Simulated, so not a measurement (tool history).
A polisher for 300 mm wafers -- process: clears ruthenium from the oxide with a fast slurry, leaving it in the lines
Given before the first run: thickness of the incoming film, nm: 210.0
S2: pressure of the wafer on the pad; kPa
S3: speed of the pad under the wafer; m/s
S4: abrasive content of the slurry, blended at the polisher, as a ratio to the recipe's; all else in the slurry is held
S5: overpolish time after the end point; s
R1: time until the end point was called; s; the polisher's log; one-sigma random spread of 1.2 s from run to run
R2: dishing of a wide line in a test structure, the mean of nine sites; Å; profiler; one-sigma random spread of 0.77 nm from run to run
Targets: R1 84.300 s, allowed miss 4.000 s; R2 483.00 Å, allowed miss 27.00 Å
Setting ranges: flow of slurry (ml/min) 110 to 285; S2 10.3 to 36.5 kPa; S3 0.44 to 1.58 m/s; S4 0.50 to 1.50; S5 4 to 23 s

Run 1, day 0.000: flow of slurry (ml/min) 180, S2 23.4 kPa, S3 1.00 m/s, S4 1.00, S5 12 s. Result: R1 53.047 s, R2 444.66 Å.
Run 2, day 0.033: flow of slurry (ml/min) 180, S2 28.3 kPa, S3 1.00 m/s, S4 1.00, S5 12 s. Result: R1 44.045 s, R2 533.57 Å.
Run 3, day 0.346: flow of slurry (ml/min) 180, S2 28.3 kPa, S3 1.12 m/s, S4 1.00, S5 12 s. Result: R1 41.669 s, R2 569.03 Å.
Run 4, day 0.471: flow of slurry (ml/min) 220, S2 28.3 kPa, S3 1.12 m/s, S4 1.00, S5 12 s. Result: R1 39.177 s, R2 577.29 Å.
Run 5, day 0.512: flow of slurry (ml/min) 210, S2 23.4 kPa, S3 1.10 m/s, S4 1.00, S5 14 s. Result: R1 48.811 s, R2 542.99 Å.
Run 6, day 0.712: flow of slurry (ml/min) 205, S2 20.0 kPa, S3 1.08 m/s, S4 1.00, S5 16 s. Result: R1 56.373 s, R2 542.20 Å.
Run 7, day 0.779: flow of slurry (ml/min) 205, S2 17.2 kPa, S3 1.06 m/s, S4 1.00, S5 17 s. Result: R1 64.987 s, R2 497.74 Å.
Run 8, day 1.079: flow of slurry (ml/min) 205, S2 15.9 kPa, S3 1.06 m/s, S4 1.00, S5 18 s. Result: R1 72.009 s, R2 485.46 Å.
Run 9, day 1.425: flow of slurry (ml/min) 200, S2 15.2 kPa, S3 1.06 m/s, S4 1.00, S5 19 s. Result: R1 76.206 s, R2 488.55 Å.
Run 10, day 1.667: flow of slurry (ml/min) 190, S2 15.2 kPa, S3 1.06 m/s, S4 1.00, S5 19 s. Result: R1 76.814 s, R2 473.62 Å.
Run 11, day 1.975: flow of slurry (ml/min) 185, S2 15.2 kPa, S3 1.06 m/s, S4 1.00, S5 20 s. Result: R1 75.008 s, R2 507.25 Å.
Run 12, day 2.171: flow of slurry (ml/min) 180, S2 14.5 kPa, S3 1.06 m/s, S4 1.00, S5 20 s. Result: R1 78.050 s, R2 478.49 Å.

Below are 5 possible settings for the next run. Only one of them brings all results inside the allowed miss of their targets. Which is it?
Run A, day 2.367: flow of slurry (ml/min) 180, S2 13.1 kPa, S3 1.12 m/s, S4 1.00, S5 18 s. Result: R1 ?, R2 ?.
Run B, day 2.367: flow of slurry (ml/min) 160, S2 14.5 kPa, S3 0.94 m/s, S4 1.10, S5 19 s. Result: R1 ?, R2 ?.
Run C, day 2.367: flow of slurry (ml/min) 155, S2 17.9 kPa, S3 0.92 m/s, S4 0.95, S5 16 s. Result: R1 ?, R2 ?.
Run D, day 2.367: flow of slurry (ml/min) 180, S2 13.8 kPa, S3 1.02 m/s, S4 1.05, S5 21 s. Result: R1 ?, R2 ?.
Run E, day 2.367: flow of slurry (ml/min) 190, S2 16.5 kPa, S3 0.94 m/s, S4 1.00, S5 19 s. Result: R1 ?, R2 ?.

move      R1      R2
   A  83.281  405.21
   B  82.671  428.53
   C  75.272  399.08
   D  82.583  469.55
   E  75.449  465.45
A: puts the biggest miss on target and leaves a different result outside tolerance
B: puts the biggest miss on target and leaves a different result outside tolerance
C: the biggest miss grows against the last run
D: every result within its allowed miss
E: the biggest miss grows against the last run
Go with D: it meets all targets.

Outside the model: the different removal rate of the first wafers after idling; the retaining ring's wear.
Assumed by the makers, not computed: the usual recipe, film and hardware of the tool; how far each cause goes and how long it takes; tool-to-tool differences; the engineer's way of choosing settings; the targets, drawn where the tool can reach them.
